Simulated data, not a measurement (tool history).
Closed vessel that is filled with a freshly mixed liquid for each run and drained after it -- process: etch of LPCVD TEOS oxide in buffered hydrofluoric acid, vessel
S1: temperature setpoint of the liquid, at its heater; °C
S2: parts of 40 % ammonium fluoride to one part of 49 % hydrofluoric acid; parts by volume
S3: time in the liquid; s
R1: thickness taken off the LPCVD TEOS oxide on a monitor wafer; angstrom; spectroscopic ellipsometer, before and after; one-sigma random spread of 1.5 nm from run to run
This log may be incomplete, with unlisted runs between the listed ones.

run	hour	S1	S2	S3	R1
1	0.0	22.0	23.0	105	2402.9
2	6.7	22.0	23.0	105	2407.1
3	14.6	22.0	20.5	105	2683.2
4	19.0	21.0	21.5	105	2359.3
5	20.3	18.5	21.5	105	2093.5
6	23.5	18.5	27.5	105	1747.5

Expected results for the next run?
# hour 29.0: hydrofluoric acid flow meter replaced
7	29.0	19.0	27.5	105	?

Run 7 came out at R1 1670.3 angstrom.
